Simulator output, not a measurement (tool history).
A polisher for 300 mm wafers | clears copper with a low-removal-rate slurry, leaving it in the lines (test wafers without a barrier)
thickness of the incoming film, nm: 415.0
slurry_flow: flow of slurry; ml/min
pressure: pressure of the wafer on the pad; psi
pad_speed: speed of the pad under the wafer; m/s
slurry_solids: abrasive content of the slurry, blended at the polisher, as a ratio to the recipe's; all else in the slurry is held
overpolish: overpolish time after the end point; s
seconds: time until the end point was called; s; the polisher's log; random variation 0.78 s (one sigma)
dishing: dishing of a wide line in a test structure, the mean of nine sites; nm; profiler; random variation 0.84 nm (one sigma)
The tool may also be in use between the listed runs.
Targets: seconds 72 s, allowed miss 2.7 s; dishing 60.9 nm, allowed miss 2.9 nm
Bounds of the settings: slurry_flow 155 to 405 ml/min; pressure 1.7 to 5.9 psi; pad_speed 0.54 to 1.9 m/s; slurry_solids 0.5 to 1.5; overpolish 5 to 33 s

| run | day | slurry_flow | pressure | pad_speed | slurry_solids | overpolish | seconds | dishing |
|---|---|---|---|---|---|---|---|---|
| 1 | 0 | 260 | 3.8 | 1.22 | 1 | 17 | 87.791 | 57.719 |
| 2 | 0.267 | 260 | 4 | 1.22 | 1 | 16 | 84.944 | 55.63 |
| 3 | 0.3 | 260 | 4.2 | 1.22 | 1 | 16 | 81.11 | 57.703 |
| 4 | 0.433 | 260 | 4.2 | 0.94 | 1 | 16 | 106.76 | 46.103 |
| 5 | 0.458 | 260 | 4.9 | 0.94 | 1 | 16 | 93.463 | 51.916 |
| 6 | 0.504 | 260 | 5.2 | 0.96 | 1 | 16 | 88.315 | 53.565 |
| 7 | 0.562 | 260 | 5.4 | 0.98 | 1 | 16 | 84.171 | 57.583 |
| 8 | 0.6 | 265 | 5.6 | 1 | 1 | 15 | 81.102 | 55.571 |

Which of these 5 next moves meets every target?
| A | 0.638 | 265 | 5.9 | 0.84 | 0.85 | 16 | ? | ? |
| B | 0.638 | 265 | 4.7 | 0.98 | 0.95 | 17 | ? | ? |
| C | 0.638 | 165 | 5.6 | 0.84 | 1.25 | 17 | ? | ? |
| D | 0.638 | 245 | 5.9 | 1.18 | 0.85 | 16 | ? | ? |
| E | 0.638 | 280 | 5.9 | 1.08 | 1 | 15 | ? | ? |

| move | seconds | dishing |
|---|---|---|
| A | 93.392 | 52.479 |
| B | 94.386 | 54.311 |
| C | 94.745 | 54.502 |
| D | 67.643 | 68.798 |
| E | 71.459 | 62.351 |
A: further off than the last run
B: further off than the last run
C: further off than the last run
D: takes the result that was furthest off past its target
E: meets every target
Answer: E

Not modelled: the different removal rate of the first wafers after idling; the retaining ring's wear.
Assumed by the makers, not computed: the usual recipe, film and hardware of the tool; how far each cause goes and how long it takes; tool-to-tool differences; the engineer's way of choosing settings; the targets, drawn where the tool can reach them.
